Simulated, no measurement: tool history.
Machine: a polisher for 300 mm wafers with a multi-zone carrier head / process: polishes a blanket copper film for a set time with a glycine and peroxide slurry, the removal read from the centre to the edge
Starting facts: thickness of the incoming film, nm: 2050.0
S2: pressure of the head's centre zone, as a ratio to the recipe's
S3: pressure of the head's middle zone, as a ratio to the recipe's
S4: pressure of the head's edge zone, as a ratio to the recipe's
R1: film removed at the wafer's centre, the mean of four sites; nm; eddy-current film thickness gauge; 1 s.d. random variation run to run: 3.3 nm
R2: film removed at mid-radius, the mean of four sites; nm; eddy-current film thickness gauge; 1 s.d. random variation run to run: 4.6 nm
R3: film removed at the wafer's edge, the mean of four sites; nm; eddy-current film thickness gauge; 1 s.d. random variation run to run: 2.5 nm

run 1 hour=0.0 | flow_of_slurry_(ml/min)=155 S2=1.00 S3=1.00 S4=1.00 polishing_time_(s)=70 | R1=458.50 R2=475.25 R3=459.31
run 2 hour=8.1 | flow_of_slurry_(ml/min)=190 S2=1.00 S3=1.00 S4=1.00 polishing_time_(s)=70 | R1=468.07 R2=491.24 R3=461.77
run 3 hour=13.1 | flow_of_slurry_(ml/min)=205 S2=1.00 S3=1.00 S4=1.00 polishing_time_(s)=70 | R1=470.29 R2=468.85 R3=475.61
run 4 hour=21.7 | flow_of_slurry_(ml/min)=200 S2=1.00 S3=1.00 S4=0.98 polishing_time_(s)=67 | R1=455.97 R2=458.28 R3=446.28
run 5 hour=26.3 | flow_of_slurry_(ml/min)=195 S2=0.99 S3=1.00 S4=0.96 polishing_time_(s)=64 | R1=428.98 R2=433.15 R3=418.53
-- hour=33.0 worn pad replaced by a new one
run 6 hour=33.0 | flow_of_slurry_(ml/min)=225 S2=0.99 S3=1.00 S4=0.96 polishing_time_(s)=64 | R1=480.96 R2=506.44 R3=467.37
run 7 hour=40.8 | flow_of_slurry_(ml/min)=215 S2=0.99 S3=1.01 S4=0.95 polishing_time_(s)=62 | R1=457.93 R2=469.91 R3=453.18

For run 8, what comes out?
run 8 hour=46.6 | flow_of_slurry_(ml/min)=205 S2=0.99 S3=1.02 S4=0.94 polishing_time_(s)=59 | R1=? R2=? R3=?

R1: 447.64 nm
R2: 464.79 nm
R3: 421.67 nm
